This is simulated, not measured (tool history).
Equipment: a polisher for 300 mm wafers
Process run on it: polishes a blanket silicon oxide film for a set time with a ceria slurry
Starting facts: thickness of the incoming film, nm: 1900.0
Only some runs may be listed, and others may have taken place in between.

run,hour,flow of slurry (ml/min),pressure of the wafer on the pad (kPa),speed of the pad under the wafer (cm/s),polishing time (s),film removed (angstrom)
1,0,300,25.5,84,113,4706.7
2,1.5,300,20.7,84,113,4045.8
3,3.4,300,18.6,84,113,3739.4
4,10.3,300,18.6,92,113,4001.9
5,11.9,300,16.5,92,113,3736.5
6,14,300,16.5,92,118,3914.2

Run 7, settings as shown, results not yet in. Your forecast:
7,18.1,300,15.2,90,118,?

{"run 7": {"film removed (angstrom)": 3609.7}}
